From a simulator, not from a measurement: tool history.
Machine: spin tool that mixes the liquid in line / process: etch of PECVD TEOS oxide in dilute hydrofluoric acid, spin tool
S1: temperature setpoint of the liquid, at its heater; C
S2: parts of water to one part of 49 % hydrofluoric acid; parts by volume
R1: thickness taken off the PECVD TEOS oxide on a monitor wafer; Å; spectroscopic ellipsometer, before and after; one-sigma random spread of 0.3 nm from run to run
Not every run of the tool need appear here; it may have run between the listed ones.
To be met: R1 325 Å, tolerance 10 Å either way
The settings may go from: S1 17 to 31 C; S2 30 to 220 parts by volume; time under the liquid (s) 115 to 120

Run 1, day 0: S1 23 C, S2 125 parts by volume, time under the liquid (s) 115. Result: R1 129.88 Å.
Run 2, day 0.362: S1 23 C, S2 140 parts by volume, time under the liquid (s) 115. Result: R1 116.04 Å.
Run 3, day 0.662: S1 24 C, S2 130 parts by volume, time under the liquid (s) 115. Result: R1 128.4 Å.
Run 4, day 1.029: S1 26.5 C, S2 130 parts by volume, time under the liquid (s) 115. Result: R1 143.58 Å.
Run 5, day 1.246: S1 30 C, S2 130 parts by volume, time under the liquid (s) 115. Result: R1 162.09 Å.
Run 6, day 1.433: S1 30 C, S2 120 parts by volume, time under the liquid (s) 115. Result: R1 181.38 Å.
Run 7, day 1.742: S1 30 C, S2 120 parts by volume, time under the liquid (s) 115. Result: R1 181.71 Å.
Run 8, day 1.796: S1 30 C, S2 115 parts by volume, time under the liquid (s) 115. Result: R1 190.06 Å.
Run 9, day 1.904: S1 30 C, S2 110 parts by volume, time under the liquid (s) 115. Result: R1 199.77 Å.
Run 10, day 2.217: S1 31 C, S2 60 parts by volume, time under the liquid (s) 115. Result: R1 409.61 Å.
Run 11, day 2.275: S1 27 C, S2 60 parts by volume, time under the liquid (s) 115. Result: R1 351.05 Å.
Run 12, day 2.346: S1 27 C, S2 60 parts by volume, time under the liquid (s) 115. Result: R1 344.84 Å.

Consider the 5 candidate settings below. Which is the only one whose results all fall within their allowed miss of target?
Run A, day 2.417: S1 26.5 C, S2 70 parts by volume, time under the liquid (s) 120. Result: R1 ?.
Run B, day 2.417: S1 31 C, S2 70 parts by volume, time under the liquid (s) 120. Result: R1 ?.
Run C, day 2.417: S1 27 C, S2 70 parts by volume, time under the liquid (s) 115. Result: R1 ?.
Run D, day 2.417: S1 26.5 C, S2 65 parts by volume, time under the liquid (s) 120. Result: R1 ?.
Run E, day 2.417: S1 25 C, S2 65 parts by volume, time under the liquid (s) 120. Result: R1 ?.

move      R1
   A  303.74
   B  361.89
   C  296.91
   D  329.36
   E  310.14
A: takes the biggest miss from the last run beyond its target
B: its largest miss is bigger than the last run's
C: takes the biggest miss from the last run beyond its target
D: in spec on every target
E: takes the biggest miss from the last run beyond its target
Answer: D

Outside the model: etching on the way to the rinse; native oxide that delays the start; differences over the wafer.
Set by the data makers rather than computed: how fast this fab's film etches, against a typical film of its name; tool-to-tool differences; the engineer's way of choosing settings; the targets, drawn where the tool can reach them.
